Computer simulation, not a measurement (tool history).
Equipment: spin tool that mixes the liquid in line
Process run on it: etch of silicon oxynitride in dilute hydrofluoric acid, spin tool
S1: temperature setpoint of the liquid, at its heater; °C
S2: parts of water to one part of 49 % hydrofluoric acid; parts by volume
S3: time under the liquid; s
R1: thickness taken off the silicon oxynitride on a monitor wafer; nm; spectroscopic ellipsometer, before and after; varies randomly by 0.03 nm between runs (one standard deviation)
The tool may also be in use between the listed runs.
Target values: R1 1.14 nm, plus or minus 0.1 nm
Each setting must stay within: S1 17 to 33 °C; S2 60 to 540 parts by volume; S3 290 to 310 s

Run 1, day 0: S1 25 °C, S2 300 parts by volume, S3 290 s. Result: R1 2.1882 nm.
Run 2, day 0.258: S1 25 °C, S2 300 parts by volume, S3 310 s. Result: R1 2.5175 nm.
Run 3, day 0.633: S1 27.5 °C, S2 300 parts by volume, S3 310 s. Result: R1 2.7749 nm.
Run 4, day 0.808: S1 24 °C, S2 300 parts by volume, S3 310 s. Result: R1 2.3958 nm.
Run 5, day 0.992: S1 24 °C, S2 380 parts by volume, S3 310 s. Result: R1 1.7124 nm.
Run 6, day 1.042: S1 23.5 °C, S2 390 parts by volume, S3 310 s. Result: R1 1.6065 nm.
Run 7, day 1.271: S1 23 °C, S2 395 parts by volume, S3 310 s. Result: R1 1.6302 nm.
Run 8, day 1.342: S1 23 °C, S2 405 parts by volume, S3 310 s. Result: R1 1.5541 nm.
Run 9, day 1.667: S1 23 °C, S2 415 parts by volume, S3 310 s. Result: R1 1.607 nm.
Run 10, day 1.846: S1 22.5 °C, S2 425 parts by volume, S3 310 s. Result: R1 1.4591 nm.
Run 11, day 2.075: S1 22.5 °C, S2 425 parts by volume, S3 310 s. Result: R1 1.4381 nm.
Run 12, day 2.4: S1 22.5 °C, S2 425 parts by volume, S3 310 s. Result: R1 1.4531 nm.

Which one of the following 5 next-run settings gets every result inside its allowed miss? There is exactly one.
Run A, day 2.725: S1 25 °C, S2 355 parts by volume, S3 310 s. Result: R1 ?.
Run B, day 2.725: S1 24.5 °C, S2 350 parts by volume, S3 310 s. Result: R1 ?.
Run C, day 2.725: S1 23 °C, S2 480 parts by volume, S3 290 s. Result: R1 ?.
Run D, day 2.725: S1 24.5 °C, S2 380 parts by volume, S3 295 s. Result: R1 ?.
Run E, day 2.725: S1 21 °C, S2 420 parts by volume, S3 310 s. Result: R1 ?.

move      R1
   A  2.0369
   B  2.0309
   C  1.2033
   D  1.7454
   E  1.4026
A: its largest miss is bigger than the last run's
B: its largest miss is bigger than the last run's
C: all results in spec
D: its largest miss is bigger than the last run's
E: nearer than the last run, and not there yet
Go with C: it meets all targets.
